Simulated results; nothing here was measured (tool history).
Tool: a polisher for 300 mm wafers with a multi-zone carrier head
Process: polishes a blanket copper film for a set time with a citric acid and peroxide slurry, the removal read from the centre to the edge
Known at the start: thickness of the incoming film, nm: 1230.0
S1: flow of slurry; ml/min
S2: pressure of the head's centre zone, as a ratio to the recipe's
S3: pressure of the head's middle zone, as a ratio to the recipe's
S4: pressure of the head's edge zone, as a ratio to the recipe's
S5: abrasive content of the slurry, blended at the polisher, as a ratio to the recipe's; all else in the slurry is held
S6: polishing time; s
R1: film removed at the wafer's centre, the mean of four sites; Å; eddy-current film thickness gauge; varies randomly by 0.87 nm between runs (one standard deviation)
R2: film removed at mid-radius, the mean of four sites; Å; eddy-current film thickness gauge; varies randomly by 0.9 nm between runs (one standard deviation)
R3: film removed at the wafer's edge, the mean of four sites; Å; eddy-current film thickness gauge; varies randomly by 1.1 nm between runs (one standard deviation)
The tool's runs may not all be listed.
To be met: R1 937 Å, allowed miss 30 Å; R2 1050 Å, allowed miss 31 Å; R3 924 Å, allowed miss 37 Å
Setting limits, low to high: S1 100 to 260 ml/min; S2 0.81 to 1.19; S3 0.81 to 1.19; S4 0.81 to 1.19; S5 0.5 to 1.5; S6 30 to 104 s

run	hour	S1	S2	S3	S4	S5	S6	R1	R2	R3
1	0	165	1	1	1	1	67	959.68	961.38	944.86
2	3.9	170	0.99	1.02	0.99	1	67	987.28	993.67	949.76
3	4.5	170	0.99	0.98	0.99	1	67	972.73	956.64	958.28
4	12.2	170	0.99	0.98	1.06	1	67	973.73	930.32	967.09
5	20.9	210	0.99	0.98	1.06	1	67	1007.3	982.06	998.85
6	27.8	210	0.99	0.98	1.06	1.15	67	1029.3	1002.7	1021.5
7	29.6	210	0.98	1.01	1.03	1.1	66	990.21	1010.4	999.21
8	34.7	210	0.98	1.03	1.01	1.05	66	989.38	1014.6	981.83
9	37.7	205	0.97	1.05	0.99	1	66	967.46	1031.1	936.09

Which one of the following 4 next-run settings gets every result inside its allowed miss? There is exactly one.
A	40.7	195	0.92	1.16	0.89	1.05	67	?	?	?
B	40.7	255	0.91	1.05	0.88	1	66	?	?	?
C	40.7	170	0.91	1.16	0.99	1.25	68	?	?	?
D	40.7	170	0.93	0.99	0.98	1.1	71	?	?	?

move	R1	R2	R3
A	939.99	1133.2	933.96
B	947	1056.3	936.39
C	941.36	1150.7	998.67
D	985.9	1031	1022.2
A: brings the result that was furthest off to its target, and leaves another outside
B: every result lands within tolerance
C: brings the result that was furthest off to its target, and leaves another outside
D: lands further from the targets than the last run did
B meets every target.
